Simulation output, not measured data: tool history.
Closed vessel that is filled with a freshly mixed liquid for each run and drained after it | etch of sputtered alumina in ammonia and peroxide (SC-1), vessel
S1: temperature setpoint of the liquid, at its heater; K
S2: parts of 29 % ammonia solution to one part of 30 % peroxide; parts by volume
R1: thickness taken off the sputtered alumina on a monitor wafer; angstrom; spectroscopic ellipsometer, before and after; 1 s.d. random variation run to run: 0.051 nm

run 1 hour=0.0 | S1=327.15 S2=0.75 time_in_the_liquid_(s)=55 | R1=42.568
run 2 hour=3.4 | S1=329.15 S2=0.75 time_in_the_liquid_(s)=55 | R1=46.935
run 3 hour=9.5 | S1=329.15 S2=0.75 time_in_the_liquid_(s)=55 | R1=46.866
run 4 hour=16.6 | S1=331.15 S2=0.75 time_in_the_liquid_(s)=55 | R1=51.820
run 5 hour=23.1 | S1=332.65 S2=0.75 time_in_the_liquid_(s)=55 | R1=56.008
run 6 hour=25.3 | S1=333.65 S2=0.75 time_in_the_liquid_(s)=55 | R1=59.702
run 7 hour=25.9 | S1=334.65 S2=0.75 time_in_the_liquid_(s)=55 | R1=62.992
run 8 hour=33.7 | S1=335.15 S2=0.75 time_in_the_liquid_(s)=55 | R1=64.070
run 9 hour=36.5 | S1=335.65 S2=0.75 time_in_the_liquid_(s)=55 | R1=64.915

Run 10 has not been measured yet. What should we expect?
run 10 hour=40.1 | S1=336.15 S2=0.75 time_in_the_liquid_(s)=55 | R1=?

R1: 67.284 angstrom
